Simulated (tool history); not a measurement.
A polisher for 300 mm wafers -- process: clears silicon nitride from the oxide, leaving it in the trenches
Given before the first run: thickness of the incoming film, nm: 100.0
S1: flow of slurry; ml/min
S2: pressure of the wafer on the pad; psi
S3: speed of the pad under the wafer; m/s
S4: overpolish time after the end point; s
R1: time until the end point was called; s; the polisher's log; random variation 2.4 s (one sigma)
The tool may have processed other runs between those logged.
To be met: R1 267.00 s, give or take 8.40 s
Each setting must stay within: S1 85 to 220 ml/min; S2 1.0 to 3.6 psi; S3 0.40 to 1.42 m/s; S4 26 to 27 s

run,hour,S1,S2,S3,S4,R1
1,0.0,140,2.3,0.90,26,139.44
2,1.2,135,1.9,0.88,26,164.77
3,10.0,130,1.6,0.84,26,201.35
4,11.5,130,1.6,0.98,26,173.61
5,19.0,125,1.4,0.94,26,201.70
6,24.5,125,1.4,0.94,27,196.72
7,32.9,120,1.3,0.90,27,226.23
8,41.7,110,1.2,0.90,27,241.68
9,45.0,105,1.2,0.90,27,241.59
10,51.1,100,1.2,0.90,27,246.79
11,59.3,95,1.2,0.90,27,250.45
12,66.5,90,1.2,0.90,27,255.31
13,74.4,85,1.1,0.90,27,279.76

Of the 5 settings listed for the next run, only one would bring every result within its allowed miss of target. Which one?
A,82.3,85,1.3,0.76,26,?
B,82.3,105,1.0,0.82,26,?
C,82.3,85,1.0,0.90,27,?
D,82.3,85,1.1,0.86,26,?
E,82.3,90,1.1,0.92,27,?

move,R1
A,286.97
B,298.11
C,291.15
D,285.71
E,262.42
A: misses by more than the last run did
B: misses by more than the last run did
C: misses by more than the last run did
D: misses by more than the last run did
E: meets every target
E meets every target.

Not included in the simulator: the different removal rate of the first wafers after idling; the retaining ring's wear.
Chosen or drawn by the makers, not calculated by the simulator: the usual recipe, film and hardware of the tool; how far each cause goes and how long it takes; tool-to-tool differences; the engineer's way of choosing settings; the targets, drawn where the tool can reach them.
